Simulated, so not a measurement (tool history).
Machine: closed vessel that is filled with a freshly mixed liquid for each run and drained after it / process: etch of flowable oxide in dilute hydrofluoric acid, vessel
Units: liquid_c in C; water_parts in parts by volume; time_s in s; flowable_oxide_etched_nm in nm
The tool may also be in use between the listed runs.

run  hour  liquid_c  water_parts  time_s  flowable_oxide_etched_nm
  1     0        21          150      30                    8.3574
  2     2        18          150      30                    7.3461
  3   6.8        18          180      30                    5.9283
  4  10.6        20          160      30                    7.4537
  5  15.4        20          200      30                     5.743
  6    21      21.5          175      30                    7.1004
  7  27.1        23          155      30                    8.6474
  8    28        24          140      30                     10.14
  9  33.8        25          130      30                    11.438
 10  37.6        29           75      30                    25.062
 11  46.1        28           75      30                    24.044
 12  47.5        27           75      30                    23.065
 13  50.2        26           75      30                    22.267
 14  54.1      25.5           75      30                    21.606
 15  58.4        25           75      30                    21.234
 16  67.3      24.5           75      30                    20.809

For run 17, what comes out?
 17  74.2        24           75      30                         ?

flowable_oxide_etched_nm: 20.307 nm
